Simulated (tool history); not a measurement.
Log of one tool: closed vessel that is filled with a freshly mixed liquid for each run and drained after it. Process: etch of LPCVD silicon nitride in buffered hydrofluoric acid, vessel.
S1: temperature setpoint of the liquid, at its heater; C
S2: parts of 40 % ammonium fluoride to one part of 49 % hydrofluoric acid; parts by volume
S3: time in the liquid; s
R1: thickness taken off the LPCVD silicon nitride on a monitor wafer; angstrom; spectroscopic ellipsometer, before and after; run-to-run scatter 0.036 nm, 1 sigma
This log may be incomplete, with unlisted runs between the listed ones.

run,day,S1,S2,S3,R1
1,0,21,21.5,855,47.614
2,0.367,22.5,21.5,855,51.799
3,0.475,22.5,21.5,645,38.881
4,0.783,23.5,19.5,645,44.052
5,0.958,24,18,665,51.26
6,1.117,26,18,665,55.972
7,1.308,26,18,665,56.511
8,1.696,26.5,17.5,665,59.674

Estimate the outcome of run 9 from the log above:
9,1.904,27,17,665,?

{"run 9": {"R1": 63.424}}

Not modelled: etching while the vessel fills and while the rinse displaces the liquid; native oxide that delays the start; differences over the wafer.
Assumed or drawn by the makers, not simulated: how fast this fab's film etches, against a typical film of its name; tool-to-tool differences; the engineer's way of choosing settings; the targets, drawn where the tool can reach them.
